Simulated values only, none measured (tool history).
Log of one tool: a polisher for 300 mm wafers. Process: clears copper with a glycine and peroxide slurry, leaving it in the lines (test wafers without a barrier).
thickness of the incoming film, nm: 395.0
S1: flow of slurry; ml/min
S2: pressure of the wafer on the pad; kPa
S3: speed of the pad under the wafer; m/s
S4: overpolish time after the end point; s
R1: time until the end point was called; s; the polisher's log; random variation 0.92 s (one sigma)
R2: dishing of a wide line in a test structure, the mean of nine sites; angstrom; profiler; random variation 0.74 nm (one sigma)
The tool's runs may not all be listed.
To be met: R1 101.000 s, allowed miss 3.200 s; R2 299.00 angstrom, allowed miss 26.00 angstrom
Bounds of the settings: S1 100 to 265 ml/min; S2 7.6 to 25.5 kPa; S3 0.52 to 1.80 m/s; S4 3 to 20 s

run 1 day=0.000 | S1=170 S2=16.5 S3=1.16 S4=10 | R1=88.904 R2=273.36
run 2 day=0.138 | S1=165 S2=15.9 S3=1.16 S4=11 | R1=89.216 R2=285.73
run 3 day=0.162 | S1=165 S2=15.2 S3=1.16 S4=11 | R1=94.522 R2=279.25
run 4 day=0.421 | S1=185 S2=15.2 S3=1.16 S4=11 | R1=93.955 R2=283.15
run 5 day=0.529 | S1=185 S2=15.2 S3=1.40 S4=11 | R1=79.813 R2=314.00
run 6 day=0.742 | S1=185 S2=14.5 S3=1.40 S4=11 | R1=82.750 R2=293.47
run 7 day=0.883 | S1=185 S2=13.8 S3=1.40 S4=12 | R1=86.452 R2=307.23
run 8 day=1.175 | S1=185 S2=13.8 S3=1.40 S4=12 | R1=85.030 R2=322.93
run 9 day=1.421 | S1=185 S2=13.1 S3=1.40 S4=12 | R1=91.322 R2=297.14
run 10 day=1.733 | S1=185 S2=12.4 S3=1.40 S4=13 | R1=94.410 R2=305.90

5 next moves are on the table. One of them brings every result within its allowed miss. Which?
run A day=2.046 | S1=245 S2=11.7 S3=1.54 S4=11 | R1=? R2=?
run B day=2.046 | S1=180 S2=12.4 S3=1.38 S4=12 | R1=? R2=?
run C day=2.046 | S1=230 S2=15.9 S3=1.20 S4=14 | R1=? R2=?
run D day=2.046 | S1=185 S2=12.4 S3=1.30 S4=13 | R1=? R2=?
run E day=2.046 | S1=170 S2=13.8 S3=1.48 S4=13 | R1=? R2=?

move=A R1=87.966 R2=286.33
move=B R1=94.522 R2=290.87
move=C R1=84.723 R2=348.68
move=D R1=98.892 R2=299.03
move=E R1=82.331 R2=335.27
A: further off than the last run
B: as far off as the last run
C: further off than the last run
D: meets every target
E: further off than the last run
The right move is D.

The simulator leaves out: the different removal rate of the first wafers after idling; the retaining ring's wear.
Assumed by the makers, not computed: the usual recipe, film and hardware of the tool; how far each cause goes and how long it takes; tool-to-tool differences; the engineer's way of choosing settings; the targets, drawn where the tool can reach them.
